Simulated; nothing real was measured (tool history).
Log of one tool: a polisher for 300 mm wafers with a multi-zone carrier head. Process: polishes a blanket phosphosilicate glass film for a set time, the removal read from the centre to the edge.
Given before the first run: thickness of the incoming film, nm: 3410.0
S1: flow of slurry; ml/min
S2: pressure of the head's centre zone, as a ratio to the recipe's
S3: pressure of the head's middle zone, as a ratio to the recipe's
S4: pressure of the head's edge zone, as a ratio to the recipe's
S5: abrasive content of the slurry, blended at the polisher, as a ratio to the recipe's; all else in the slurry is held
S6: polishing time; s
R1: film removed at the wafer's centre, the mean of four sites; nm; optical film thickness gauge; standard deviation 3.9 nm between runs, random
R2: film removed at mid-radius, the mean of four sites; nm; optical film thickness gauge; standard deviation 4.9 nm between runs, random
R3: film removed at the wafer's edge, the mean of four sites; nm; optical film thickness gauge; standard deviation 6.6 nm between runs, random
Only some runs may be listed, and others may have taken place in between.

run,hour,S1,S2,S3,S4,S5,S6,R1,R2,R3
1,0.0,235,1.00,1.00,1.00,1.00,80,597.47,605.41,578.80
2,1.1,235,1.00,1.00,1.00,1.00,93,697.85,690.74,687.77
3,9.8,230,0.98,0.99,0.99,0.95,92,663.49,647.71,642.39
4,13.2,230,0.98,0.99,0.99,0.85,92,610.08,598.98,628.47
5,20.9,230,0.98,0.99,1.04,0.85,92,617.02,615.88,644.40
6,22.9,230,0.96,1.00,1.02,0.80,91,576.43,587.23,590.22
7,26.1,225,0.94,0.99,1.03,0.75,91,540.93,559.30,569.96
8,30.1,220,0.92,0.98,1.03,0.75,91,526.57,542.44,591.06
9,33.4,220,0.91,0.99,1.01,0.70,91,507.29,536.95,544.78
10,38.4,220,0.91,0.99,1.01,0.70,91,494.91,523.95,531.92
11,42.5,215,0.90,0.99,1.00,0.70,91,490.73,526.65,541.26
12,43.2,235,0.85,0.98,0.98,0.50,87,341.13,383.37,384.78
13,45.5,225,0.86,0.99,1.00,0.50,87,343.12,374.11,381.68

What will run 14 give?
14,53.4,225,0.86,1.00,1.01,0.50,87,?,?,?

{"run 14": {"R1": 348.12, "R2": 379.5, "R3": 392.33}}

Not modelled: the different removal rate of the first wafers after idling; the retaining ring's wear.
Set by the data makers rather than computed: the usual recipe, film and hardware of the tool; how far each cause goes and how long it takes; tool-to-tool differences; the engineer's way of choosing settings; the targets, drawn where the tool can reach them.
